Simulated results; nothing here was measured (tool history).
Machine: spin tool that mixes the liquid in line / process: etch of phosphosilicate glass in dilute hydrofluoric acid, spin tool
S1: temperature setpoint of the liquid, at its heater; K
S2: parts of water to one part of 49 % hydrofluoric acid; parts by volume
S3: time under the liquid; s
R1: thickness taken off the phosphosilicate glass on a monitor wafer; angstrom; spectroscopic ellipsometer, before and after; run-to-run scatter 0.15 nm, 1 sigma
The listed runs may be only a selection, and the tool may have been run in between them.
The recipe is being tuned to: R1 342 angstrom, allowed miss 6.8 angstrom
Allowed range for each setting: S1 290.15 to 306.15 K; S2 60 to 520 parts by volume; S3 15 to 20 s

{"run": 1, "hour": 0.0, "S1": 298.15, "S2": 290, "S3": 20, "R1": 99.407}
{"run": 2, "hour": 5.1, "S1": 299.15, "S2": 260, "S3": 20, "R1": 119.86}
{"run": 3, "hour": 11.8, "S1": 300.15, "S2": 240, "S3": 20, "R1": 136.87}
{"run": 4, "hour": 16.8, "S1": 300.15, "S2": 240, "S3": 15, "R1": 103.52}
{"run": 5, "hour": 22.6, "S1": 301.15, "S2": 215, "S3": 15, "R1": 122.27}
{"run": 6, "hour": 27.1, "S1": 301.15, "S2": 280, "S3": 15, "R1": 87.288}
{"run": 7, "hour": 35.5, "S1": 300.15, "S2": 250, "S3": 15, "R1": 97.218}
{"run": 8, "hour": 41.6, "S1": 301.15, "S2": 225, "S3": 15, "R1": 114.94}
{"run": 9, "hour": 49.4, "S1": 299.65, "S2": 205, "S3": 15, "R1": 122.98}
{"run": 10, "hour": 54.9, "S1": 303.65, "S2": 90, "S3": 20, "R1": 505.77}
{"run": 11, "hour": 60.2, "S1": 303.15, "S2": 90, "S3": 20, "R1": 497.04}
{"run": 12, "hour": 68.1, "S1": 303.15, "S2": 90, "S3": 20, "R1": 495.77}
{"hour": 73.4, "done": "hydrofluoric acid flow meter replaced"}
{"run": 13, "hour": 73.4, "S1": 302.15, "S2": 90, "S3": 20, "R1": 526.49}
{"run": 14, "hour": 74.6, "S1": 302.15, "S2": 95, "S3": 20, "R1": 496.18}
{"run": 15, "hour": 80.5, "S1": 302.15, "S2": 100, "S3": 20, "R1": 465.15}

Pick the move, out of 5, that brings all results within their allowed miss; only one does.
{"run": "A", "hour": 86.4, "S1": 297.15, "S2": 60, "S3": 20, "R1": "?"}
{"run": "B", "hour": 86.4, "S1": 299.15, "S2": 60, "S3": 20, "R1": "?"}
{"run": "C", "hour": 86.4, "S1": 300.15, "S2": 95, "S3": 15, "R1": "?"}
{"run": "D", "hour": 86.4, "S1": 300.15, "S2": 100, "S3": 15, "R1": "?"}
{"run": "E", "hour": 86.4, "S1": 302.15, "S2": 125, "S3": 20, "R1": "?"}

move=A R1=676.02
move=B R1=733.05
move=C R1=344.52
move=D R1=325.14
move=E R1=361.88
A: misses by more than the last run did
B: misses by more than the last run did
C: hits every target within its allowed miss
D: takes the result that was furthest off past its target
E: nearer the targets than the last run, but a result is still out of spec
Move C is the one to make.
